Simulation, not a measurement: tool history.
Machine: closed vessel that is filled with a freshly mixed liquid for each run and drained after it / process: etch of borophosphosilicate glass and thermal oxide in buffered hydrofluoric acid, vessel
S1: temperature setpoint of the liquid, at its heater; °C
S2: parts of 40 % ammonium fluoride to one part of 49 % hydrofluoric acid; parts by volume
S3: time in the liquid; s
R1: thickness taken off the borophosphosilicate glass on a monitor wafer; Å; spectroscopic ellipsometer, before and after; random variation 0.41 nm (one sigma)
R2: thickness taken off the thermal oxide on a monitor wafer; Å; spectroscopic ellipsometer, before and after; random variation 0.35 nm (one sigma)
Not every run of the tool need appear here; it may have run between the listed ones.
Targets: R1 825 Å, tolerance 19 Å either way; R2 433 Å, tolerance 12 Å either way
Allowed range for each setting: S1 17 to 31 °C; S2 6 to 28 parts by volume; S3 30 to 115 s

run  hour    S1    S2  S3      R1      R2
  1     0    23    17  60  677.84  363.27
  2   2.7  23.5    17  60  704.84  368.81
  3  10.7  23.5    17  35  409.42  218.65
  4  17.9    25    16  35  469.46  247.56
  5  20.5    25  20.5  35  370.27  199.69
  6  22.3    25  20.5  30  320.12  168.21
  7  29.7    26  18.5  30  370.56  192.86
  8  36.1  25.5    16  30  414.92  220.12
  9  37.5  26.5    14  30  501.93  261.51
 10  41.5    27    13  30  549.26  288.32
 11  45.5  27.5  12.5  30  592.54  306.47
 12  46.6    28    12  30  628.38  330.68
 13  47.3  28.5  11.5  30  676.83  350.69
 14  51.6    31    10  30  878.15  458.22
 15  58.2  30.5    10  30  857.95  450.47

4 next moves are on the table. One of them brings every result within its allowed miss. Which?
  A  64.8  27.5  10.5  35   ?   ?
  B  64.8    30     9  30   ?   ?
  C  64.8  29.5  12.5  40   ?   ?
  D  64.8    22     6  30   ?   ?

move      R1      R2
   A   808.1  433.91
   B  885.43  475.51
   C  864.55  465.15
   D  873.39  463.94
A: hits every target within its allowed miss
B: further off than the last run
C: further off than the last run
D: further off than the last run
A is the move that brings every result within its allowed miss.

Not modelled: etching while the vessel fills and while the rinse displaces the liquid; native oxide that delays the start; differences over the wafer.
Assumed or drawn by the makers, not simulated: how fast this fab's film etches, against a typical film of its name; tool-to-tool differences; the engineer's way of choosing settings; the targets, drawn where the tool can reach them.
